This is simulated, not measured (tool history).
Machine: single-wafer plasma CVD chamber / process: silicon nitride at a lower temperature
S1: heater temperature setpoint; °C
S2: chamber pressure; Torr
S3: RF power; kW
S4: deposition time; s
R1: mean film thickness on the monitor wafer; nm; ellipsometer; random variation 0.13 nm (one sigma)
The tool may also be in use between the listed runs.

{"run": 1, "hour": 0.0, "S1": 335, "S2": 1.26, "S3": 0.38, "S4": 32.7, "R1": 40.956}
{"run": 2, "hour": 2.3, "S1": 335, "S2": 1.14, "S3": 0.35, "S4": 32.7, "R1": 37.215}
{"run": 3, "hour": 9.3, "S1": 335, "S2": 1.05, "S3": 0.34, "S4": 32.7, "R1": 34.973}
{"run": 4, "hour": 12.1, "S1": 335, "S2": 0.98, "S3": 0.335, "S4": 32.7, "R1": 33.297}
{"run": 5, "hour": 16.8, "S1": 335, "S2": 1.11, "S3": 0.335, "S4": 32.7, "R1": 35.861}
{"run": 6, "hour": 23.0, "S1": 328, "S2": 1.11, "S3": 0.335, "S4": 32.7, "R1": 35.818}

Run 7 is up next; what results do you expect?
{"run": 7, "hour": 24.8, "S1": 328, "S2": 1.03, "S3": 0.335, "S4": 32.7, "R1": "?"}

{"run 7": {"R1": 34.362}}
